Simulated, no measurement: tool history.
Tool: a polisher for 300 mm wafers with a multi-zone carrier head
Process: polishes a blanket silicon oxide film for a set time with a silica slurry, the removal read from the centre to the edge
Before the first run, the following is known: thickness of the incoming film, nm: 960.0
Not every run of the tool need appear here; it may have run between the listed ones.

run,hour,flow of slurry (ml/min),pressure of the head's centre zone,pressure of the head's middle zone,pressure of the head's edge zone,abrasive content of the slurry,polishing time (s),film removed at the wafer's centre (angstrom),film removed at mid-radius (angstrom),film removed at the wafer's edge (angstrom)
1,0,255,1,1,1,1,55,1443.5,1421.7,1361.9
2,2.9,260,1.01,1,1.02,1.05,55,1501.9,1451,1418.7
3,6.5,265,1.02,1.01,1.04,1.05,55,1483,1454.7,1448.1
4,14.2,265,1.02,1.01,1.04,0.95,55,1437.3,1415,1371
5,15.9,265,1.02,1.01,1.01,0.95,55,1461.8,1439.2,1361.2
6,24.7,265,1.02,0.94,1.01,0.95,55,1405.3,1327.1,1340.5
7,25.3,270,1.04,0.96,1.03,0.95,55,1475.1,1354.1,1399.1
8,32.4,280,1.05,0.98,1.04,0.95,55,1507.9,1387.8,1377.4

Run 9, settings as shown, results not yet in. Your forecast:
9,33.2,280,1.05,0.98,1.04,0.95,55,?,?,?

{"run 9": {"film removed at the wafer's centre (angstrom)": 1513.8, "film removed at mid-radius (angstrom)": 1406.5, "film removed at the wafer's edge (angstrom)": 1378.6}}
